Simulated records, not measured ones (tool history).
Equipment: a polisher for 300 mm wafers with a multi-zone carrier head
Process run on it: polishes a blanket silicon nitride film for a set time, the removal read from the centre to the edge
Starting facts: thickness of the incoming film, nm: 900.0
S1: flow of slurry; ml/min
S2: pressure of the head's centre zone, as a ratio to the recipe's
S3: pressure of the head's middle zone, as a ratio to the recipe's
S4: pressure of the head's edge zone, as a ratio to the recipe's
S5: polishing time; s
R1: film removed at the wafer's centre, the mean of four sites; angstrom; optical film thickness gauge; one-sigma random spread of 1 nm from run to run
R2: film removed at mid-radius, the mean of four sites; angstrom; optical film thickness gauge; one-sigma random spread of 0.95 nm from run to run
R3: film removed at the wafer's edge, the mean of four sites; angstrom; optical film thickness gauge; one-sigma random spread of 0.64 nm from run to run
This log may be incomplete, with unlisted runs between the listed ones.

run,hour,S1,S2,S3,S4,S5,R1,R2,R3
1,0.0,185,1.00,1.00,1.00,71,643.64,628.48,651.51
2,7.2,190,1.00,1.02,1.03,73,683.72,654.25,675.96
3,15.5,190,1.06,1.02,1.03,73,691.49,664.33,672.04
4,19.1,190,1.01,1.02,1.03,73,684.11,685.82,677.43
5,22.9,195,0.99,1.01,1.06,75,688.35,680.31,709.42
6,25.4,195,1.02,1.01,1.06,75,693.86,683.94,715.97
7,33.9,205,1.02,1.02,1.08,76,717.07,712.64,729.05
8,37.8,210,1.01,1.02,1.10,77,704.11,715.89,742.69
9,44.2,210,1.01,1.03,1.11,79,733.55,730.59,766.84
10,45.5,215,1.00,1.04,1.12,80,745.82,763.92,781.94
11,52.3,220,0.99,1.04,1.13,81,733.43,746.94,790.73
12,53.1,220,0.99,1.05,1.14,82,766.48,769.92,807.53
13,61.8,230,0.97,1.06,1.15,83,750.93,785.66,824.84
14,70.2,230,0.97,1.07,1.16,84,765.12,786.03,847.60
15,79.2,240,0.96,1.09,1.15,84,770.54,821.70,835.39
16,83.3,240,0.96,1.09,1.16,84,770.10,811.40,830.07
17,91.0,240,0.95,1.10,1.16,85,743.17,827.82,843.05

Run 18 has not been measured yet. What should we expect?
18,92.4,245,0.95,1.10,1.16,85,?,?,?

Run 18 produced R1 752.14 angstrom, R2 827.65 angstrom, R3 840.02 angstrom.
